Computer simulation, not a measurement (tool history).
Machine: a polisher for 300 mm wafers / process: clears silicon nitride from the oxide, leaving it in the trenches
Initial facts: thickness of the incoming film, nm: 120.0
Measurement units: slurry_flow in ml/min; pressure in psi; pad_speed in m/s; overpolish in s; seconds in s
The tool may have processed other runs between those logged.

| run | hour | slurry_flow | pressure | pad_speed | overpolish | seconds |
|---|---|---|---|---|---|---|
| 1 | 0.0 | 225 | 2.9 | 1.04 | 26 | 122.060 |
| 2 | 0.6 | 225 | 3.4 | 1.04 | 26 | 110.950 |
| 3 | 1.3 | 225 | 3.7 | 1.10 | 26 | 92.275 |
| 4 | 9.7 | 225 | 3.9 | 1.12 | 26 | 88.964 |
| 5 | 14.9 | 225 | 4.1 | 1.14 | 26 | 83.346 |
| 6 | 18.2 | 225 | 3.6 | 1.14 | 26 | 92.943 |
| 7 | 25.0 | 225 | 3.8 | 1.16 | 26 | 84.609 |

The next listed run, before its measurement:
| 8 | 31.4 | 225 | 4.0 | 1.16 | 26 | ? |

seconds: 82.605 s
